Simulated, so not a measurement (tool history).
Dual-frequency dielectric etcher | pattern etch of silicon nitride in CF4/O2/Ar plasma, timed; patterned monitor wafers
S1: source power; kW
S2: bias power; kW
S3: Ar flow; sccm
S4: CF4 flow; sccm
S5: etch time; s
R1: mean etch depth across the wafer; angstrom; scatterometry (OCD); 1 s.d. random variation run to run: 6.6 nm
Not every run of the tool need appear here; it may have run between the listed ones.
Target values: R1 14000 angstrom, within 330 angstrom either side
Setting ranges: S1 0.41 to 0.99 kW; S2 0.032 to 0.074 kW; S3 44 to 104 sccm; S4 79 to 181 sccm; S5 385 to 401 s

run	day	S1	S2	S3	S4	S5	R1
1	0	0.7	0.053	74	130	385	10505
2	0.054	0.7	0.053	74	130	401	10861
3	0.162	0.7	0.044	74	130	401	10294
4	0.192	0.77	0.045	74	130	401	11440
5	0.504	0.77	0.045	74	130	401	11422
6	0.746	0.77	0.045	74	117	401	11253
7	0.804	0.82	0.045	74	117	401	12028
# day 1.138: wet clean of the chamber
8	1.138	0.82	0.045	74	117	401	11697
9	1.338	0.87	0.045	74	117	401	12489

Exercise: of the 5 proposed moves below, exactly one satisfies all targets within the stated allowed misses. Which move is it?
A	1.538	0.99	0.042	58	119	401	?
B	1.538	0.92	0.055	78	110	385	?
C	1.538	0.85	0.043	74	117	390.5	?
D	1.538	0.72	0.046	67	113	385	?
E	1.538	0.88	0.044	70	119	385	?

move	R1
A	13984
B	13132
C	11637
D	9984.6
E	11998
A: all results land within tolerance of their targets
B: closer than the last run, but not yet in spec
C: its largest miss is bigger than the last run's
D: its largest miss is bigger than the last run's
E: its largest miss is bigger than the last run's
Go with A: it meets all targets.
